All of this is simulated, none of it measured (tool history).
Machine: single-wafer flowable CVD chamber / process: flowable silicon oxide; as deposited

run  hour  heater temperature setpoint (deg C)  chamber pressure (Torr)  RF power (kW)  deposition time (s)  mean film thickness on the monitor wafer (Å)
  1   0.0                                  100                    0.694          2.210                  491                                        2430.5
  2   5.1                                   98                    0.695          2.210                  491                                        2572.1
  3   8.6                                   96                    0.696          2.210                  491                                        2720.4
  4  14.9                                   96                    0.790          2.210                  491                                        3083.0
  5  21.4                                   95                    0.791          2.210                  491                                        3169.4
  6  30.1                                   95                    0.696          2.210                  491                                        2814.7
  7  38.9                                   93                    0.697          2.210                  491                                        2963.8
  8  47.6                                   92                    0.698          2.210                  491                                        3066.9
  9  50.0                                   91                    0.699          2.210                  491                                        3163.9
 10  58.0                                   90                    0.699          2.210                  491                                        3244.2
 11  66.6                                   89                    0.699          2.210                  491                                        3381.4
 12  69.7                                   88                    0.699          2.210                  491                                        3475.7

Estimate the outcome of run 13 from the log above:
 13  71.5                                   87                    0.699          2.210                  491                                             ?

{"run 13": {"mean film thickness on the monitor wafer (Å)": 3550.7}}
